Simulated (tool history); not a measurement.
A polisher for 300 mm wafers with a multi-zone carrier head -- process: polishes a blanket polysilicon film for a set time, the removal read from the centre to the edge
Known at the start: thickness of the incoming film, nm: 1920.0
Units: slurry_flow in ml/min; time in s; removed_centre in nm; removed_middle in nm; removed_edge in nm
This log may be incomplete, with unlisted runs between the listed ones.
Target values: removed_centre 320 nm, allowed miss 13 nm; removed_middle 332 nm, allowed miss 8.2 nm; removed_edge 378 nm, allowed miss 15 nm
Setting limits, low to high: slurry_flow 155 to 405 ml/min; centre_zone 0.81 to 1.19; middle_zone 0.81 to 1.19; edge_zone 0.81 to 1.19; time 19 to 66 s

run 1 day=0 | slurry_flow=260 centre_zone=1 middle_zone=1 edge_zone=1 time=42 | removed_centre=292.05 removed_middle=294.21 removed_edge=293.36
run 2 day=0.038 | slurry_flow=260 centre_zone=0.99 middle_zone=0.99 edge_zone=1.03 time=43 | removed_centre=295.47 removed_middle=299.04 removed_edge=306.83
run 3 day=0.233 | slurry_flow=260 centre_zone=0.99 middle_zone=1.06 edge_zone=1.03 time=43 | removed_centre=296.47 removed_middle=318.54 removed_edge=302.7
run 4 day=0.271 | slurry_flow=265 centre_zone=0.98 middle_zone=1.05 edge_zone=1.05 time=44 | removed_centre=299.52 removed_middle=320.38 removed_edge=312.82
run 5 day=0.588 | slurry_flow=265 centre_zone=0.98 middle_zone=1.05 edge_zone=1.13 time=44 | removed_centre=304.67 removed_middle=319.32 removed_edge=329.44
run 6 day=0.942 | slurry_flow=265 centre_zone=0.98 middle_zone=1.09 edge_zone=1.13 time=44 | removed_centre=303.08 removed_middle=332.13 removed_edge=331.89
run 7 day=1.138 | slurry_flow=265 centre_zone=0.97 middle_zone=1.08 edge_zone=1.14 time=45 | removed_centre=309.43 removed_middle=334.34 removed_edge=339
run 8 day=1.192 | slurry_flow=265 centre_zone=0.96 middle_zone=1.07 edge_zone=1.15 time=46 | removed_centre=307.7 removed_middle=338.39 removed_edge=343.2
run 9 day=1.329 | slurry_flow=260 centre_zone=0.96 middle_zone=1.05 edge_zone=1.16 time=47 | removed_centre=312.09 removed_middle=342.99 removed_edge=361
run 10 day=1.45 | slurry_flow=260 centre_zone=0.96 middle_zone=1.04 edge_zone=1.16 time=47 | removed_centre=319.15 removed_middle=337.52 removed_edge=359.55

Which of these 5 next moves meets every target?
run A day=1.571 | slurry_flow=270 centre_zone=1.07 middle_zone=1.12 edge_zone=1.06 time=44 | removed_centre=? removed_middle=? removed_edge=?
run B day=1.571 | slurry_flow=280 centre_zone=0.99 middle_zone=1.04 edge_zone=1.18 time=44 | removed_centre=? removed_middle=? removed_edge=?
run C day=1.571 | slurry_flow=265 centre_zone=0.99 middle_zone=1.06 edge_zone=1.14 time=46 | removed_centre=? removed_middle=? removed_edge=?
run D day=1.571 | slurry_flow=290 centre_zone=0.91 middle_zone=0.96 edge_zone=1.16 time=49 | removed_centre=? removed_middle=? removed_edge=?
run E day=1.571 | slurry_flow=275 centre_zone=0.95 middle_zone=1.07 edge_zone=1.12 time=47 | removed_centre=? removed_middle=? removed_edge=?

move=A removed_centre=323.66 removed_middle=339.51 removed_edge=314.97
move=B removed_centre=306.89 removed_middle=320.05 removed_edge=334.08
move=C removed_centre=318.62 removed_middle=337.93 removed_edge=341.34
move=D removed_centre=322.82 removed_middle=334.53 removed_edge=370.22
move=E removed_centre=317.5 removed_middle=349.62 removed_edge=346.69
A: misses by more than the last run did
B: misses by more than the last run did
C: misses by more than the last run did
D: in spec on every target
E: misses by more than the last run did
Answer: D

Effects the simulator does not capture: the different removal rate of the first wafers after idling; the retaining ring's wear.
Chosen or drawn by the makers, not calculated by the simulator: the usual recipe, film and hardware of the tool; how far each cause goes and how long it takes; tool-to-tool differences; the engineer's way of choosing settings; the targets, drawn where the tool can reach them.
